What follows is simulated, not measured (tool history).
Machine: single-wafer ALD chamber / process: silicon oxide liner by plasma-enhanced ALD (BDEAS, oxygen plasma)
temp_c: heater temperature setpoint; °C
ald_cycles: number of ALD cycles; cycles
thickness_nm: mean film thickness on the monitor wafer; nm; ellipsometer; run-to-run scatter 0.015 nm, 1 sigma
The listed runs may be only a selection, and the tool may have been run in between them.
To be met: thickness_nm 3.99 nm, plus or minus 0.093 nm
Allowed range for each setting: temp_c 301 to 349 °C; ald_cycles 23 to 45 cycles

Run 1, hour 0: temp_c 325 °C, ald_cycles 34 cycles. Result: thickness_nm 3.4828 nm.
Run 2, hour 6: temp_c 325 °C, ald_cycles 30 cycles. Result: thickness_nm 3.0897 nm.
Run 3, hour 11.1: temp_c 329 °C, ald_cycles 30 cycles. Result: thickness_nm 3.0439 nm.
Run 4, hour 15.7: temp_c 329 °C, ald_cycles 32 cycles. Result: thickness_nm 3.2675 nm.
Run 5, hour 22.5: temp_c 329 °C, ald_cycles 27 cycles. Result: thickness_nm 2.7522 nm.
Run 6, hour 25.8: temp_c 327 °C, ald_cycles 30 cycles. Result: thickness_nm 3.0642 nm.
Run 7, hour 27.2: temp_c 326 °C, ald_cycles 32 cycles. Result: thickness_nm 3.2869 nm.
Run 8, hour 30.3: temp_c 325 °C, ald_cycles 34 cycles. Result: thickness_nm 3.4893 nm.
Run 9, hour 36.7: temp_c 325 °C, ald_cycles 34 cycles. Result: thickness_nm 3.4851 nm.
Run 10, hour 45: temp_c 325 °C, ald_cycles 35 cycles. Result: thickness_nm 3.5893 nm.

Which of these 5 next moves meets every target?
Run A, hour 53.3: temp_c 340 °C, ald_cycles 40 cycles. Result: thickness_nm ?.
Run B, hour 53.3: temp_c 308 °C, ald_cycles 36 cycles. Result: thickness_nm ?.
Run C, hour 53.3: temp_c 320 °C, ald_cycles 36 cycles. Result: thickness_nm ?.
Run D, hour 53.3: temp_c 316 °C, ald_cycles 36 cycles. Result: thickness_nm ?.
Run E, hour 53.3: temp_c 334 °C, ald_cycles 38 cycles. Result: thickness_nm ?.

move  thickness_nm
   A         4.015
   B        3.7969
   C        3.7281
   D         3.751
   E        3.8505
A: every result within its allowed miss
B: gains on the last run, yet a result remains outside its allowed miss
C: gains on the last run, yet a result remains outside its allowed miss
D: gains on the last run, yet a result remains outside its allowed miss
E: gains on the last run, yet a result remains outside its allowed miss
Correct choice: A, which meets every target
